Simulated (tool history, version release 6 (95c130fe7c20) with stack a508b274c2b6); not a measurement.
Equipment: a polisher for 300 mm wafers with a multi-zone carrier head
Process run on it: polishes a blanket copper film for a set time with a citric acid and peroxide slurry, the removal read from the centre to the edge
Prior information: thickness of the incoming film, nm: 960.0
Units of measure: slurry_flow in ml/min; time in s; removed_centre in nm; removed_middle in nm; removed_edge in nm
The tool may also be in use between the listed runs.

run  hour  slurry_flow  centre_zone  middle_zone  edge_zone  slurry_solids  time  removed_centre  removed_middle  removed_edge
  1   0.0          175         1.00         1.00       1.00           1.00    48         117.580         120.280       112.080
  2   8.7          175         1.00         1.00       1.00           0.90    48         116.800         112.340       109.920
  3  13.2          175         1.00         1.00       0.93           0.90    48         116.400         111.940       107.750
  4  14.5          170         0.96         1.00       0.92           0.75    44          94.535         101.680        93.060
  5  16.8          160         0.96         0.94       0.92           0.65    42          86.207          86.730        83.293
  6  25.4          160         0.96         0.94       0.87           0.65    42          88.253          86.312        83.180

Predict the results of run 7:
  7  26.0          150         0.94         0.90       0.88           0.65    42               ?               ?             ?

{"run 7": {"removed_centre": 83.555, "removed_middle": 81.198, "removed_edge": 81.893}}
